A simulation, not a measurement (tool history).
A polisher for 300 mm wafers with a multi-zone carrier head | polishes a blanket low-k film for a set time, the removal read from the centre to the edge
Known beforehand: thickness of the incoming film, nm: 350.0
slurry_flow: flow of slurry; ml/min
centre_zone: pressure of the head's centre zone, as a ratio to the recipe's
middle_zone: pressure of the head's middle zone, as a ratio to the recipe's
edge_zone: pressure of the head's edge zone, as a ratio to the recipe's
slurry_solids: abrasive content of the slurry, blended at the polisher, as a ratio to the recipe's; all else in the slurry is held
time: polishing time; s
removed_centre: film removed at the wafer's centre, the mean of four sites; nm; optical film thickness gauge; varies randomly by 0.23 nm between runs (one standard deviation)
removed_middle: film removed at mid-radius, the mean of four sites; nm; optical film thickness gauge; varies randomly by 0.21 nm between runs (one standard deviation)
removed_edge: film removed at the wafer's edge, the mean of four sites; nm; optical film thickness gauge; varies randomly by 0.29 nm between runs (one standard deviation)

Run 1, hour 0: slurry_flow 275 ml/min, centre_zone 1, middle_zone 1, edge_zone 1, slurry_solids 1, time 76 s. Result: removed_centre 29.788 nm, removed_middle 28.508 nm, removed_edge 29.51 nm.
Run 2, hour 4.5: slurry_flow 270 ml/min, centre_zone 1.02, middle_zone 0.96, edge_zone 0.95, slurry_solids 0.9, time 76 s. Result: removed_centre 28.848 nm, removed_middle 26.735 nm, removed_edge 26.566 nm.
Run 3, hour 10.7: slurry_flow 270 ml/min, centre_zone 0.99, middle_zone 0.96, edge_zone 0.95, slurry_solids 0.9, time 76 s. Result: removed_centre 27.452 nm, removed_middle 26.325 nm, removed_edge 26.434 nm.
Run 4, hour 18.2: slurry_flow 210 ml/min, centre_zone 0.99, middle_zone 0.96, edge_zone 0.95, slurry_solids 0.9, time 76 s. Result: removed_centre 26.653 nm, removed_middle 24.995 nm, removed_edge 25.925 nm.
Run 5, hour 25.1: slurry_flow 210 ml/min, centre_zone 0.99, middle_zone 0.96, edge_zone 0.88, slurry_solids 0.9, time 76 s. Result: removed_centre 26.498 nm, removed_middle 24.934 nm, removed_edge 25.232 nm.
Run 6, hour 28.6: slurry_flow 200 ml/min, centre_zone 1.01, middle_zone 0.93, edge_zone 0.88, slurry_solids 0.9, time 76 s. Result: removed_centre 26.588 nm, removed_middle 24.205 nm, removed_edge 24.934 nm.
Run 7, hour 37: slurry_flow 195 ml/min, centre_zone 1.04, middle_zone 0.9, edge_zone 0.88, slurry_solids 0.9, time 76 s. Result: removed_centre 27.246 nm, removed_middle 23.354 nm, removed_edge 24.701 nm.

The next listed run, before its measurement:
Run 8, hour 44.3: slurry_flow 190 ml/min, centre_zone 1.05, middle_zone 0.89, edge_zone 0.88, slurry_solids 0.9, time 76 s. Result: removed_centre ?, removed_middle ?, removed_edge ?.

{"run 8": {"removed_centre": 27.566, "removed_middle": 23.256, "removed_edge": 25.277}}

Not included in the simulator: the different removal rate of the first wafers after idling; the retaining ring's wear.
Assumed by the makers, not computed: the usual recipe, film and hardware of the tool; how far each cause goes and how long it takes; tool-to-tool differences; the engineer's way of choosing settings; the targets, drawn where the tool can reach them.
